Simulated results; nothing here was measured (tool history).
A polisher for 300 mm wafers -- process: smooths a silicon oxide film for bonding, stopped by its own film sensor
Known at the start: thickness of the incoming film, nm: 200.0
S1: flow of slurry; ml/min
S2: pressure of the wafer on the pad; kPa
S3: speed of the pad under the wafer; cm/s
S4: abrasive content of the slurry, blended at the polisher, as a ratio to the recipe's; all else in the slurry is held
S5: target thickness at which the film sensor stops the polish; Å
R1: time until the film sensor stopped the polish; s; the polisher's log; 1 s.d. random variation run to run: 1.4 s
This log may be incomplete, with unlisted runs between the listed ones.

run	hour	S1	S2	S3	S4	S5	R1
1	0	255	19.3	80	1	1520	61.646
2	8.7	255	19.3	80	0.9	1520	64.058
3	12.6	255	19.3	94	0.9	1520	56.464
4	14.4	255	19.3	80	0.9	1520	66.181
5	22.5	255	19.3	80	0.9	1500	67.091
6	25.6	255	16.5	78	0.9	1500	78.189
7	30.9	255	15.2	78	0.9	1500	84.884

What does the tool deliver on the next run?
8	34.9	255	13.8	78	0.9	1500	?

Run 8 came out at R1 93.7 s.
